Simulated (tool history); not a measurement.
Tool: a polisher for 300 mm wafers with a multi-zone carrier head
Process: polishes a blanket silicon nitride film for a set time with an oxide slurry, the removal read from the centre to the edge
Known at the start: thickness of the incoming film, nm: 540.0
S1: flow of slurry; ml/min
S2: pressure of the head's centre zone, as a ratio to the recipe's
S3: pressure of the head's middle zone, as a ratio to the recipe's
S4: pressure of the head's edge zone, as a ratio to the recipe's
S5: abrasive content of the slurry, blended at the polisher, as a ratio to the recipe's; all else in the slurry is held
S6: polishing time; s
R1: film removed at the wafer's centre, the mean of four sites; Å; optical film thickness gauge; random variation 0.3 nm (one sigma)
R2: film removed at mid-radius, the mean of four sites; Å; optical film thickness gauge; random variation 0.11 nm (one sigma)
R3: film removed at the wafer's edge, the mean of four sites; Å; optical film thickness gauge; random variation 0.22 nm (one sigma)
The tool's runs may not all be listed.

run	hour	S1	S2	S3	S4	S5	S6	R1	R2	R3
1	0.0	280	1.00	1.00	1.00	1.00	34	225.94	220.28	218.33
2	4.6	280	1.00	1.00	1.00	1.00	40	260.39	259.25	259.48
3	13.2	275	1.01	0.96	0.98	0.90	40	240.52	229.49	234.49
4	20.8	275	1.01	0.96	0.98	0.70	40	190.82	179.72	190.73
5	29.2	275	1.03	0.95	0.99	0.70	40	193.98	178.70	188.88
6	31.3	275	1.03	1.03	0.99	0.70	40	194.54	192.12	192.97

Forecast run 7:
7	36.6	230	1.12	0.93	1.08	0.75	40	?	?	?

Run 7 gave R1 221.10 Å, R2 184.03 Å, R3 208.46 Å.

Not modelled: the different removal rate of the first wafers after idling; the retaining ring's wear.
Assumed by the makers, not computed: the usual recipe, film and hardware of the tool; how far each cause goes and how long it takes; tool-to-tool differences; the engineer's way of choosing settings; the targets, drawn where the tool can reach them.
